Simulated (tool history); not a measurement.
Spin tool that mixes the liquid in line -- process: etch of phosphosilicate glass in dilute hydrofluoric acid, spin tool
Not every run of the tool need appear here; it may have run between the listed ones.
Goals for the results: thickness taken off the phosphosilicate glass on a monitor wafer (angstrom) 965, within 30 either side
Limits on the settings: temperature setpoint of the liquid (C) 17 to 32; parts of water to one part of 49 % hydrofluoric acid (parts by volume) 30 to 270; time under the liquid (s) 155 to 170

| run | day | temperature setpoint of the liquid (C) | parts of water to one part of 49 % hydrofluoric acid (parts by volume) | time under the liquid (s) | thickness taken off the phosphosilicate glass on a monitor wafer (angstrom) |
|---|---|---|---|---|---|
| 1 | 0 | 24 | 150 | 155 | 582.47 |
| 2 | 0.029 | 25 | 145 | 155 | 631.65 |
| 3 | 0.254 | 25 | 145 | 170 | 699.23 |
| 4 | 0.388 | 26 | 140 | 170 | 753.06 |
| 5 | 0.704 | 26.5 | 140 | 170 | 760.78 |
| 6 | 0.75 | 26.5 | 140 | 155 | 690.94 |
| 7 | 1.079 | 27 | 135 | 155 | 734.54 |
| 8 | 1.412 | 27.5 | 135 | 155 | 754.87 |
| 9 | 1.571 | 28 | 135 | 155 | 765.73 |
| 10 | 1.708 | 28.5 | 135 | 155 | 775.52 |
| 11 | 1.75 | 29 | 135 | 155 | 789.82 |
| 12 | 1.883 | 29.5 | 135 | 155 | 818.74 |
| 13 | 1.946 | 30 | 135 | 155 | 827.35 |
| 14 | 2.179 | 30.5 | 135 | 155 | 843.03 |
| 15 | 2.221 | 31.5 | 130 | 155 | 905.55 |

Consider the 5 candidate settings below. Which is the only one whose results all fall within their allowed miss of target?
| A | 2.262 | 30 | 145 | 165 | ? |
| B | 2.262 | 31.5 | 140 | 155 | ? |
| C | 2.262 | 32 | 125 | 155 | ? |
| D | 2.262 | 30 | 135 | 165 | ? |
| E | 2.262 | 30.5 | 135 | 155 | ? |

| move | thickness taken off the phosphosilicate glass on a monitor wafer (angstrom) |
|---|---|
| A | 810.37 |
| B | 837.67 |
| C | 975.39 |
| D | 882.04 |
| E | 843.76 |
A: lands further from the targets than the last run did
B: lands further from the targets than the last run did
C: in spec on every target
D: lands further from the targets than the last run did
E: lands further from the targets than the last run did
Move C is the one to make.
